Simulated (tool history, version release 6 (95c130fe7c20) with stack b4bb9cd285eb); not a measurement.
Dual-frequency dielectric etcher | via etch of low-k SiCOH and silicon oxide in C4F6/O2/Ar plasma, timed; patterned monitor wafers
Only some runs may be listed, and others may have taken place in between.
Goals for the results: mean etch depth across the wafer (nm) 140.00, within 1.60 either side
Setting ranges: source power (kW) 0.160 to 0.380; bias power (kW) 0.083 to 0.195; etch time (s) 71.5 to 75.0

run	hour	source power (kW)	bias power (kW)	etch time (s)	mean etch depth across the wafer (nm)
1	0.0	0.270	0.139	71.5	154.78
2	3.3	0.260	0.138	71.5	150.59
3	10.1	0.210	0.138	71.5	132.66
4	13.4	0.210	0.116	71.5	125.95
5	19.7	0.210	0.137	71.5	132.75
6	24.5	0.210	0.122	71.5	128.48
7	30.2	0.270	0.125	71.5	149.37
# hour 37.1: wet clean of the chamber
8	37.1	0.270	0.125	71.5	144.64
9	40.6	0.240	0.124	71.5	134.70

Pick the move, out of 5, that brings all results within their allowed miss; only one does.
A	44.1	0.260	0.112	72.5	?
B	44.1	0.230	0.124	71.5	?
C	44.1	0.230	0.117	73.0	?
D	44.1	0.220	0.136	72.5	?
E	44.1	0.230	0.117	72.0	?

move	mean etch depth across the wafer (nm)
A	140.14
B	131.70
C	132.55
D	133.02
E	130.73
A: all results land within tolerance of their targets
B: the biggest miss grows against the last run
C: the biggest miss grows against the last run
D: the biggest miss grows against the last run
E: the biggest miss grows against the last run
The right move is A.
